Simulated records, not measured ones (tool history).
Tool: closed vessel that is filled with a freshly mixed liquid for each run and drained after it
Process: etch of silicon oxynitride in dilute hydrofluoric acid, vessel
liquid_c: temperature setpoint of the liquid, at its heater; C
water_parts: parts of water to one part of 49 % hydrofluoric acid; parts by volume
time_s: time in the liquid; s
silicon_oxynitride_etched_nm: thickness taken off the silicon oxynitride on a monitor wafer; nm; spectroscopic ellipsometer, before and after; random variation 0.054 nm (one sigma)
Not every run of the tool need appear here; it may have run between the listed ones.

run 1 day=0.000 | liquid_c=21.0 water_parts=75 time_s=215 | silicon_oxynitride_etched_nm=11.4470
run 2 day=0.046 | liquid_c=21.5 water_parts=75 time_s=215 | silicon_oxynitride_etched_nm=11.7690
run 3 day=0.404 | liquid_c=21.5 water_parts=75 time_s=215 | silicon_oxynitride_etched_nm=11.7640
run 4 day=0.458 | liquid_c=22.0 water_parts=75 time_s=215 | silicon_oxynitride_etched_nm=11.9070
run 5 day=0.629 | liquid_c=22.0 water_parts=100 time_s=215 | silicon_oxynitride_etched_nm=8.8078
run 6 day=0.896 | liquid_c=23.5 water_parts=100 time_s=215 | silicon_oxynitride_etched_nm=9.4243
run 7 day=1.033 | liquid_c=25.0 water_parts=100 time_s=215 | silicon_oxynitride_etched_nm=10.1400

Run 8 is up next; what results do you expect?
run 8 day=1.262 | liquid_c=26.0 water_parts=100 time_s=215 | silicon_oxynitride_etched_nm=?

{"run 8": {"silicon_oxynitride_etched_nm": 10.586}}

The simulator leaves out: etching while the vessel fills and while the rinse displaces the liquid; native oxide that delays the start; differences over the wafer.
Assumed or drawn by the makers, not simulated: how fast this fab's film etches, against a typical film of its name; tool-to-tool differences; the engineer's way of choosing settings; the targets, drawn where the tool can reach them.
